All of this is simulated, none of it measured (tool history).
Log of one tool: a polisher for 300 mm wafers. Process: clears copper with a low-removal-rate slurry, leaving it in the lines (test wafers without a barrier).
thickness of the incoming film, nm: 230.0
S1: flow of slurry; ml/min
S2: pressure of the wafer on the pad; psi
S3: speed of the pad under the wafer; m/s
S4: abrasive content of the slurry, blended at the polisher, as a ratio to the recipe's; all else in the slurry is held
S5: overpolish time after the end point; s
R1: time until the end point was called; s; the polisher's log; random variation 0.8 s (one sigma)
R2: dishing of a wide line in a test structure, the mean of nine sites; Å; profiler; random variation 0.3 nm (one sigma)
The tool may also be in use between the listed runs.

run   hour   S1   S2    S3    S4  S5      R1      R2
  1      0  155  3.4  0.84     1  16  68.468  290.81
  2    1.9  155  3.4  0.64     1  16  87.584  264.31
  3    5.9  155  3.4  0.64  1.15  16  84.995  251.74
  4    7.5  145  3.3   0.7   1.2  14  81.663  249.16
  5     11  165  3.2  0.72  1.25  12  79.625  225.47
  6   14.2  180  3.1  0.76   1.3  11  77.713  213.37
  7     23  195    3   0.8  1.35  10   72.28  208.84
  8   27.9  205  2.8  0.84   1.4   9  72.336  193.91
  9     29  215  2.6   0.9   1.4   8  72.293     173
 10   36.9  220  2.5  0.96   1.3   7  72.259  156.78
 11   43.8  225  2.5     1   1.2   7   67.91  165.34
 12   50.1  230  2.3  1.06  1.15   7   72.37  160.87
 13   58.7  235  2.2   1.1   1.2   7  71.508  158.46
 14   64.3  235  2.1  1.14   1.2   7  70.942  160.49
 15   67.6  235  2.1  1.14  1.15   7   72.42  159.62
 16     73  235  2.1  1.14   1.2   7  71.721  155.89
 17   74.6  235    2  1.18  1.25   7  71.912  160.53
 18     79  235  2.1  1.16   1.1   7  71.228  156.84
 19   86.7  235  2.1  1.18     1   7  72.488  156.91
 20     89  200  1.7  1.22  1.25   5  79.368  102.92
 21   93.8  230  2.3  1.22  1.25   5  60.664  138.25
 22  102.3  225  2.3  1.22  1.25   5  61.017  137.74

Forecast run 23:
 23  110.5  220  2.3  1.22  1.25   5   ?   ?

{"run 23": {"R1": 61.232, "R2": 135.89}}
